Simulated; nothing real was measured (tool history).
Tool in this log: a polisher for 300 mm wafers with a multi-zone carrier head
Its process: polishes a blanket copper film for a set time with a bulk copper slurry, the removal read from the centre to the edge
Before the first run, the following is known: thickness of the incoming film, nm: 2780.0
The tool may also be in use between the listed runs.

| run | hour | flow of slurry (ml/min) | pressure of the head's centre zone | pressure of the head's middle zone | pressure of the head's edge zone | abrasive content of the slurry | polishing time (s) | film removed at the wafer's centre (Å) | film removed at mid-radius (Å) | film removed at the wafer's edge (Å) |
|---|---|---|---|---|---|---|---|---|---|---|
| 1 | 0.0 | 260 | 1.00 | 1.00 | 1.00 | 1.00 | 53 | 2689.4 | 2671.2 | 2789.7 |
| 2 | 3.9 | 255 | 0.99 | 0.98 | 0.99 | 0.95 | 51 | 2539.5 | 2537.7 | 2633.1 |
| 3 | 4.9 | 255 | 0.98 | 0.96 | 1.00 | 0.90 | 49 | 2381.1 | 2318.5 | 2547.9 |
| 4 | 6.5 | 255 | 0.98 | 1.02 | 1.00 | 0.90 | 49 | 2405.9 | 2528.5 | 2483.5 |
| 5 | 15.3 | 255 | 0.97 | 1.00 | 0.99 | 0.85 | 47 | 2274.5 | 2241.8 | 2325.1 |
| 6 | 21.7 | 250 | 0.95 | 0.99 | 0.98 | 0.80 | 46 | 2153.8 | 2183.3 | 2251.9 |
| 7 | 27.5 | 250 | 0.94 | 0.98 | 0.97 | 0.75 | 45 | 2061.7 | 2027.3 | 2225.6 |
| 8 | 32.8 | 250 | 0.93 | 1.02 | 0.87 | 0.50 | 34 | 1427.1 | 1510.0 | 1480.0 |
| 9 | 39.8 | 255 | 0.93 | 1.01 | 0.89 | 0.50 | 34 | 1425.3 | 1464.9 | 1496.6 |
| 10 | 47.9 | 255 | 0.94 | 1.01 | 0.91 | 0.50 | 34 | 1453.8 | 1502.6 | 1516.2 |
| 11 | 51.7 | 255 | 0.94 | 1.00 | 0.93 | 0.50 | 34 | 1440.9 | 1488.2 | 1490.1 |
| 12 | 56.4 | 255 | 0.94 | 0.99 | 0.93 | 0.55 | 34 | 1471.6 | 1482.4 | 1538.1 |

Run 13, settings as shown, results not yet in. Your forecast:
| 13 | 58.8 | 255 | 0.94 | 0.98 | 0.94 | 0.60 | 34 | ? | ? | ? |

Run 13 yielded film removed at the wafer's centre (Å) 1506.3, film removed at mid-radius (Å) 1523.2, film removed at the wafer's edge (Å) 1567.8.
